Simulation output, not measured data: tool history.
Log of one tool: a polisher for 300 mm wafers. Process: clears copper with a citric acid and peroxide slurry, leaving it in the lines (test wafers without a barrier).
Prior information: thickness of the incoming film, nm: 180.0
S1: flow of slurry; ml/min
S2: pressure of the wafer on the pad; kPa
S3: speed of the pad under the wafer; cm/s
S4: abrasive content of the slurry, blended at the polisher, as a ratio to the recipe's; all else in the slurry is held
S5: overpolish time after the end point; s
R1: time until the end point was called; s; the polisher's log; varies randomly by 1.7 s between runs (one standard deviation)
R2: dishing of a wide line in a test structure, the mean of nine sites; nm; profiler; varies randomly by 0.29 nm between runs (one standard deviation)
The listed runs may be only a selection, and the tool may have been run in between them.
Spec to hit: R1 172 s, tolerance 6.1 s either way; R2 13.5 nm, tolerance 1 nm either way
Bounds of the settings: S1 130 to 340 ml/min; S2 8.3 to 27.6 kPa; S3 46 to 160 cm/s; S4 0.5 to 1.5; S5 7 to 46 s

run 1 hour=0 | S1=220 S2=17.9 S3=102 S4=1 S5=24 | R1=98.776 R2=25.99
run 2 hour=3.4 | S1=180 S2=17.9 S3=102 S4=1 S5=24 | R1=103.49 R2=25.735
run 3 hour=9.6 | S1=180 S2=16.5 S3=102 S4=1 S5=23 | R1=109.99 R2=22.498
run 4 hour=11.9 | S1=150 S2=16.5 S3=102 S4=1 S5=23 | R1=115.44 R2=22.583
run 5 hour=20 | S1=150 S2=15.9 S3=102 S4=1 S5=23 | R1=119.94 R2=21.709
run 6 hour=23.6 | S1=150 S2=15.2 S3=102 S4=1 S5=22 | R1=126.59 R2=20.859
run 7 hour=27.8 | S1=150 S2=14.5 S3=102 S4=1 S5=21 | R1=130.31 R2=18.043
run 8 hour=36.7 | S1=150 S2=13.8 S3=102 S4=1 S5=21 | R1=136.01 R2=18.204
run 9 hour=38.8 | S1=150 S2=13.1 S3=102 S4=1 S5=21 | R1=146.79 R2=16.527
run 10 hour=42 | S1=150 S2=11.7 S3=102 S4=1 S5=20 | R1=161.82 R2=14.381
run 11 hour=48.6 | S1=150 S2=11.7 S3=102 S4=1 S5=20 | R1=162.1 R2=14.573
run 12 hour=54.6 | S1=150 S2=10.3 S3=102 S4=1 S5=19 | R1=182.44 R2=13.055

4 next moves are on the table. One of them brings every result within its allowed miss. Which?
run A hour=60.6 | S1=135 S2=9 S3=128 S4=0.8 S5=22 | R1=? R2=?
run B hour=60.6 | S1=135 S2=11 S3=120 S4=0.75 S5=18 | R1=? R2=?
run C hour=60.6 | S1=130 S2=12.4 S3=86 S4=0.9 S5=27 | R1=? R2=?
run D hour=60.6 | S1=155 S2=11.7 S3=88 S4=1.15 S5=19 | R1=? R2=?

move=A R1=182.04 R2=14.123
move=B R1=159.04 R2=13.434
move=C R1=178.05 R2=17.399
move=D R1=169.26 R2=13.373
A: no nearer and no further than the last run
B: moves the result that the last run missed by most past its target, out the other side
C: meets the target for the result that was furthest off, but another lies outside its allowed miss
D: in spec on every target
The move that meets every target is D.
